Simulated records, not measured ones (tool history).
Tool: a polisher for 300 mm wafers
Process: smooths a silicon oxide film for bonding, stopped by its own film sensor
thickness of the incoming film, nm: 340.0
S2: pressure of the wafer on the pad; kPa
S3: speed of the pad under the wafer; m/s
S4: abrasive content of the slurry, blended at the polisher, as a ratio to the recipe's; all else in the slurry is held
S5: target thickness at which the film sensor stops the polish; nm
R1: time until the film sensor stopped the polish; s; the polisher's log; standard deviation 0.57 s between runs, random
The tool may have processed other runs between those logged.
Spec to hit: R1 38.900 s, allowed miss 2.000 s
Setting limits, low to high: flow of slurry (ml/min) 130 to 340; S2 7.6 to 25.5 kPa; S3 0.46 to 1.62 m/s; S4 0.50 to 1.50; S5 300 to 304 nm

Run 1, hour 0.0: flow of slurry (ml/min) 220, S2 16.5 kPa, S3 1.04 m/s, S4 1.00, S5 300 nm. Result: R1 50.160 s.
Run 2, hour 4.3: flow of slurry (ml/min) 220, S2 17.2 kPa, S3 1.04 m/s, S4 1.00, S5 300 nm. Result: R1 48.570 s.
Run 3, hour 6.9: flow of slurry (ml/min) 220, S2 17.9 kPa, S3 1.04 m/s, S4 1.00, S5 300 nm. Result: R1 47.738 s.
Run 4, hour 15.6: flow of slurry (ml/min) 220, S2 15.9 kPa, S3 1.04 m/s, S4 1.00, S5 300 nm. Result: R1 52.207 s.
Run 5, hour 17.9: flow of slurry (ml/min) 220, S2 16.5 kPa, S3 1.04 m/s, S4 1.00, S5 300 nm. Result: R1 51.503 s.
Run 6, hour 23.7: flow of slurry (ml/min) 220, S2 16.5 kPa, S3 1.04 m/s, S4 1.15, S5 300 nm. Result: R1 47.539 s.
Run 7, hour 31.2: flow of slurry (ml/min) 220, S2 17.2 kPa, S3 1.04 m/s, S4 1.15, S5 300 nm. Result: R1 46.781 s.
Run 8, hour 39.5: flow of slurry (ml/min) 220, S2 17.9 kPa, S3 1.04 m/s, S4 1.15, S5 300 nm. Result: R1 45.212 s.
Run 9, hour 46.1: flow of slurry (ml/min) 220, S2 18.6 kPa, S3 1.04 m/s, S4 1.15, S5 300 nm. Result: R1 42.524 s.
Run 10, hour 54.9: flow of slurry (ml/min) 220, S2 19.3 kPa, S3 1.04 m/s, S4 1.15, S5 300 nm. Result: R1 41.638 s.

5 candidate next runs follow, results not yet known. Just one meets every target within its allowed miss. Identify it.
Run A, hour 63.7: flow of slurry (ml/min) 225, S2 21.4 kPa, S3 0.76 m/s, S4 1.00, S5 304 nm. Result: R1 ?.
Run B, hour 63.7: flow of slurry (ml/min) 230, S2 20.0 kPa, S3 0.72 m/s, S4 1.15, S5 304 nm. Result: R1 ?.
Run C, hour 63.7: flow of slurry (ml/min) 255, S2 16.5 kPa, S3 1.00 m/s, S4 1.25, S5 301 nm. Result: R1 ?.
Run D, hour 63.7: flow of slurry (ml/min) 220, S2 17.9 kPa, S3 1.02 m/s, S4 1.00, S5 303 nm. Result: R1 ?.
Run E, hour 63.7: flow of slurry (ml/min) 230, S2 15.9 kPa, S3 1.26 m/s, S4 1.20, S5 303 nm. Result: R1 ?.

move      R1
   A  46.134
   B  48.603
   C  46.683
   D  44.590
   E  39.366
A: misses by more than the last run did
B: misses by more than the last run did
C: misses by more than the last run did
D: misses by more than the last run did
E: all results in spec
Correct choice: E, which meets every target

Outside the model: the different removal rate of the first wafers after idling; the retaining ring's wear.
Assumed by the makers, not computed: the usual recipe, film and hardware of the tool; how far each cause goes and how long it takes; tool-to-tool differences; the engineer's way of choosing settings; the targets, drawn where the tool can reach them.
